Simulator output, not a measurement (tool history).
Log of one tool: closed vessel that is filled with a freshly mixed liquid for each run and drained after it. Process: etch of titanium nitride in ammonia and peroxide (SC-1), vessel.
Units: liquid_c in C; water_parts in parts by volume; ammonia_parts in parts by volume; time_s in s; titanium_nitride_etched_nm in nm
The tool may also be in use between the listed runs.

run 1 hour=0.0 | liquid_c=53.0 water_parts=7.5 ammonia_parts=0.65 time_s=85 | titanium_nitride_etched_nm=11.187
run 2 hour=2.3 | liquid_c=53.0 water_parts=6.5 ammonia_parts=0.65 time_s=85 | titanium_nitride_etched_nm=11.878
run 3 hour=7.0 | liquid_c=54.5 water_parts=6.5 ammonia_parts=0.65 time_s=85 | titanium_nitride_etched_nm=13.247
run 4 hour=12.6 | liquid_c=55.5 water_parts=6.5 ammonia_parts=0.65 time_s=85 | titanium_nitride_etched_nm=14.353
run 5 hour=18.0 | liquid_c=56.5 water_parts=6.5 ammonia_parts=0.65 time_s=85 | titanium_nitride_etched_nm=15.091
run 6 hour=24.8 | liquid_c=56.5 water_parts=8.0 ammonia_parts=0.65 time_s=85 | titanium_nitride_etched_nm=13.819
run 7 hour=25.8 | liquid_c=57.5 water_parts=8.0 ammonia_parts=0.65 time_s=85 | titanium_nitride_etched_nm=14.737

Run 8 comes next. What will it give?
run 8 hour=29.4 | liquid_c=57.5 water_parts=8.0 ammonia_parts=0.65 time_s=85 | titanium_nitride_etched_nm=?

{"run 8": {"titanium_nitride_etched_nm": 14.683}}

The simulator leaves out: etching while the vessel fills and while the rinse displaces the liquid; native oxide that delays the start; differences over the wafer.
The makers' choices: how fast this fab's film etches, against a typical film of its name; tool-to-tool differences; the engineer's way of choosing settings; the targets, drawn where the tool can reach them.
